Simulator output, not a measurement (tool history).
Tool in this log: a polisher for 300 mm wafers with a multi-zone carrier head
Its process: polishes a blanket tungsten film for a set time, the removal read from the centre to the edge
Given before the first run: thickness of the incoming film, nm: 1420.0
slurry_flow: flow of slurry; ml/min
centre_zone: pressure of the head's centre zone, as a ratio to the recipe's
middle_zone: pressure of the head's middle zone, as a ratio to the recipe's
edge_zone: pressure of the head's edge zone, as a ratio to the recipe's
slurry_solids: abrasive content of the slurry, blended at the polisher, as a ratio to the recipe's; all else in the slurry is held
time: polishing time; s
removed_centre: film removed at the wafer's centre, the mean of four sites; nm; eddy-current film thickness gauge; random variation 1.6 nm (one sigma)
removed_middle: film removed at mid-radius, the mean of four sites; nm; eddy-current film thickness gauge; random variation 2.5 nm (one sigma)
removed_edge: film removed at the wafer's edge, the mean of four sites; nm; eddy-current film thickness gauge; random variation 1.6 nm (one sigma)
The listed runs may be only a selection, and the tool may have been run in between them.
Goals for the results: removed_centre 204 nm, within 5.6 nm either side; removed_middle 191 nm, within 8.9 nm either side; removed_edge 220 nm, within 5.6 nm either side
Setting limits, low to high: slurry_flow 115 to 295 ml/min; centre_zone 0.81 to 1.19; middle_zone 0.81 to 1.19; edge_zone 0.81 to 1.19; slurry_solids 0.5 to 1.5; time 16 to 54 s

run,hour,slurry_flow,centre_zone,middle_zone,edge_zone,slurry_solids,time,removed_centre,removed_middle,removed_edge
1,0,190,1,1,1,1,35,164.25,159.86,164.08
2,5.3,200,1,0.99,1.05,1.15,36,173,168.24,175.53
3,9.8,200,1,0.93,1.05,1.15,36,173.08,156.57,174.93
4,14.1,200,1,1.01,1.05,1.15,36,174.35,170.12,175.72
5,16,200,0.99,0.99,1.08,1.25,37,179.71,172.09,185.42
6,20.3,200,0.99,0.99,1.08,1.25,45,216.35,206.96,228.81
7,23.4,190,0.99,0.98,1.07,1.25,45,215.19,211.18,226.68
8,24,190,0.99,0.98,1.07,1.25,45,217.86,207.28,227.23
9,32.1,185,0.98,0.96,1.07,1.25,45,213.39,202.21,227.11
10,35.7,180,0.98,0.95,1.06,1.25,45,210.83,203.63,223.94
11,37.4,175,0.98,0.93,1.06,1.25,45,210.91,202.81,223.63
12,39.3,175,0.98,0.91,1.06,1.25,45,211.7,194.75,222.96

Which of these 4 next moves meets every target?
A,41.2,125,0.91,0.97,1.05,0.95,49,?,?,?
B,41.2,175,1.09,0.82,1.09,1.3,45,?,?,?
C,41.2,165,0.97,0.93,1.01,1.15,47,?,?,?
D,41.2,140,0.98,0.9,1.08,1.25,45,?,?,?

move,removed_centre,removed_middle,removed_edge
A,201.58,206.15,224.67
B,231.25,183.51,226.55
C,215.53,203.47,222.27
D,206.53,189.62,220.09
A: brings the result that was furthest off to its target, and leaves another outside
B: moves away from the targets compared with the last run
C: moves away from the targets compared with the last run
D: meets every target
So the answer is move D, the one that meets all the targets.
